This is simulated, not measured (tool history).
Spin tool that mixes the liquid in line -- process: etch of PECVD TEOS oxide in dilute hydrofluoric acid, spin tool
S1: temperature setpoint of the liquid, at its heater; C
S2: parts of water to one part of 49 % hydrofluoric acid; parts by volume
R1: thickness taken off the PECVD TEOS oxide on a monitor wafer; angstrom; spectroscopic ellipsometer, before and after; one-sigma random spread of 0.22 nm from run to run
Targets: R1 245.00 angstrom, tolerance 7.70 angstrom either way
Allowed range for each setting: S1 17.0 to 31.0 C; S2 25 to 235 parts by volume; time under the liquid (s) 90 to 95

Run 1, day 0.000: S1 23.0 C, S2 130 parts by volume, time under the liquid (s) 90. Result: R1 101.07 angstrom.
Run 2, day 0.129: S1 23.0 C, S2 130 parts by volume, time under the liquid (s) 95. Result: R1 106.67 angstrom.
Run 3, day 0.438: S1 24.0 C, S2 125 parts by volume, time under the liquid (s) 95. Result: R1 114.59 angstrom.
Run 4, day 0.692: S1 24.0 C, S2 125 parts by volume, time under the liquid (s) 90. Result: R1 109.70 angstrom.
Run 5, day 0.754: S1 24.5 C, S2 120 parts by volume, time under the liquid (s) 90. Result: R1 116.84 angstrom.
Run 6, day 0.783: S1 24.5 C, S2 120 parts by volume, time under the liquid (s) 95. Result: R1 125.03 angstrom.
Run 7, day 0.846: S1 25.0 C, S2 115 parts by volume, time under the liquid (s) 95. Result: R1 130.43 angstrom.
Run 8, day 1.212: S1 25.5 C, S2 110 parts by volume, time under the liquid (s) 95. Result: R1 142.98 angstrom.
Run 9, day 1.404: S1 26.0 C, S2 105 parts by volume, time under the liquid (s) 95. Result: R1 154.02 angstrom.
Run 10, day 1.650: S1 26.5 C, S2 100 parts by volume, time under the liquid (s) 95. Result: R1 164.87 angstrom.
Run 11, day 1.800: S1 30.5 C, S2 70 parts by volume, time under the liquid (s) 95. Result: R1 285.72 angstrom.
Run 12, day 2.004: S1 30.0 C, S2 70 parts by volume, time under the liquid (s) 95. Result: R1 274.09 angstrom.
Run 13, day 2.321: S1 30.0 C, S2 70 parts by volume, time under the liquid (s) 95. Result: R1 277.30 angstrom.
Run 14, day 2.450: S1 29.0 C, S2 70 parts by volume, time under the liquid (s) 95. Result: R1 268.55 angstrom.
Run 15, day 2.646: S1 28.0 C, S2 70 parts by volume, time under the liquid (s) 95. Result: R1 260.26 angstrom.

5 candidate next runs follow, results not yet known. Just one meets every target within its allowed miss. Identify it.
Run A, day 2.842: S1 31.0 C, S2 75 parts by volume, time under the liquid (s) 95. Result: R1 ?.
Run B, day 2.842: S1 29.5 C, S2 70 parts by volume, time under the liquid (s) 90. Result: R1 ?.
Run C, day 2.842: S1 30.0 C, S2 75 parts by volume, time under the liquid (s) 95. Result: R1 ?.
Run D, day 2.842: S1 28.5 C, S2 70 parts by volume, time under the liquid (s) 95. Result: R1 ?.
Run E, day 2.842: S1 28.5 C, S2 75 parts by volume, time under the liquid (s) 95. Result: R1 ?.

move      R1
   A  266.29
   B  257.10
   C  256.32
   D  261.04
   E  241.90
A: moves away from the targets compared with the last run
B: closes in on the targets versus the last run, not all within tolerance yet
C: closes in on the targets versus the last run, not all within tolerance yet
D: moves away from the targets compared with the last run
E: all results land within tolerance of their targets
Answer: E
